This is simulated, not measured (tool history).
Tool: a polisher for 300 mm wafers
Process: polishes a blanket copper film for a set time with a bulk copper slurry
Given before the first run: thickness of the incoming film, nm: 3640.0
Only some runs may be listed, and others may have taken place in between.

| run | hour | flow of slurry (ml/min) | pressure of the wafer on the pad (psi) | speed of the pad under the wafer (m/s) | abrasive content of the slurry | polishing time (s) | film removed (angstrom) |
|---|---|---|---|---|---|---|---|
| 1 | 0.0 | 290 | 1.9 | 1.18 | 1.0 | 19 | 1617.1 |
| 2 | 1.1 | 315 | 1.9 | 1.18 | 1.0 | 19 | 1636.6 |
| 3 | 5.9 | 315 | 1.9 | 1.18 | 0.8 | 19 | 1585.2 |
| 4 | 8.7 | 315 | 1.9 | 1.18 | 0.8 | 17 | 1385.8 |
| 5 | 17.2 | 315 | 2.1 | 1.18 | 0.8 | 17 | 1554.8 |
| 6 | 20.4 | 315 | 2.3 | 1.18 | 0.8 | 17 | 1687.5 |
| 7 | 25.4 | 315 | 2.5 | 1.20 | 0.8 | 17 | 1855.5 |
| 8 | 32.1 | 315 | 2.6 | 1.22 | 0.8 | 17 | 1954.9 |
| 9 | 39.7 | 315 | 2.7 | 1.22 | 0.8 | 17 | 2028.6 |
| 10 | 48.3 | 315 | 2.8 | 1.24 | 0.8 | 17 | 2113.8 |

For run 11, what comes out?
| 11 | 52.9 | 315 | 2.8 | 1.26 | 0.8 | 17 | ? |

film removed (angstrom): 2166.1
